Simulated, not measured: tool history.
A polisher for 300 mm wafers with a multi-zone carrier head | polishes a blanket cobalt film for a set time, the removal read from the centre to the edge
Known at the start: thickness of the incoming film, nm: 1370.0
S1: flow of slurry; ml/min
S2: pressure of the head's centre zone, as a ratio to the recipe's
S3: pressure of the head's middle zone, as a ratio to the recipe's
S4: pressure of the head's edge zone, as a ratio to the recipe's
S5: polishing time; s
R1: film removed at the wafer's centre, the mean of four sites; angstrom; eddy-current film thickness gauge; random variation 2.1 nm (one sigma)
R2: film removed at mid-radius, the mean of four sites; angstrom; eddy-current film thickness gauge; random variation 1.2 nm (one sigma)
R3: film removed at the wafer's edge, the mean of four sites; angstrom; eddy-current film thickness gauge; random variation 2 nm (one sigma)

run 1 hour=0 | S1=165 S2=1 S3=1 S4=1 S5=62 | R1=3062.8 R2=3275.1 R3=3039.3
run 2 hour=8.9 | S1=165 S2=1 S3=0.93 S4=1 S5=62 | R1=3015.9 R2=3091.9 R3=2975.5
run 3 hour=16.3 | S1=155 S2=0.99 S3=0.91 S4=0.98 S5=57 | R1=2737.1 R2=2707.5 R3=2782.5
run 4 hour=21.8 | S1=155 S2=0.99 S3=0.91 S4=1.03 S5=57 | R1=2727.1 R2=2696.4 R3=2792.6
-- hour=24.1 edge zone pressure recalibrated
run 5 hour=24.1 | S1=165 S2=0.98 S3=0.91 S4=1 S5=52 | R1=2526.5 R2=2494.5 R3=2612.5
run 6 hour=25.5 | S1=165 S2=0.93 S3=0.91 S4=1 S5=52 | R1=2377.3 R2=2516.3 R3=2565.3
run 7 hour=28.3 | S1=130 S2=0.92 S3=0.83 S4=0.9 S5=34 | R1=1475.6 R2=1469.2 R3=1533.2
run 8 hour=30.1 | S1=145 S2=0.92 S3=0.84 S4=0.9 S5=34 | R1=1503.1 R2=1509.4 R3=1570.8
run 9 hour=34.1 | S1=160 S2=0.93 S3=0.85 S4=0.9 S5=34 | R1=1539.3 R2=1529 R3=1598.6
run 10 hour=35.8 | S1=170 S2=0.94 S3=0.87 S4=0.9 S5=34 | R1=1558.8 R2=1587.6 R3=1611.9
run 11 hour=41.2 | S1=180 S2=0.95 S3=0.88 S4=0.91 S5=34 | R1=1611.3 R2=1616.1 R3=1650.3
run 12 hour=42.9 | S1=185 S2=0.96 S3=0.89 S4=0.91 S5=34 | R1=1643.2 R2=1643.8 R3=1631.7
run 13 hour=49.6 | S1=230 S2=0.96 S3=0.9 S4=0.99 S5=36 | R1=1803.5 R2=1795.8 R3=1872.3
run 14 hour=58.2 | S1=230 S2=0.96 S3=0.9 S4=0.98 S5=36 | R1=1804.8 R2=1805.9 R3=1835.2
run 15 hour=66.9 | S1=230 S2=0.96 S3=0.9 S4=0.98 S5=36 | R1=1767.7 R2=1826.1 R3=1887.2

Run 16 comes next. What will it give?
run 16 hour=75.2 | S1=225 S2=0.96 S3=0.9 S4=0.97 S5=36 | R1=? R2=? R3=?

R1: 1779.2 angstrom
R2: 1793.8 angstrom
R3: 1822.6 angstrom

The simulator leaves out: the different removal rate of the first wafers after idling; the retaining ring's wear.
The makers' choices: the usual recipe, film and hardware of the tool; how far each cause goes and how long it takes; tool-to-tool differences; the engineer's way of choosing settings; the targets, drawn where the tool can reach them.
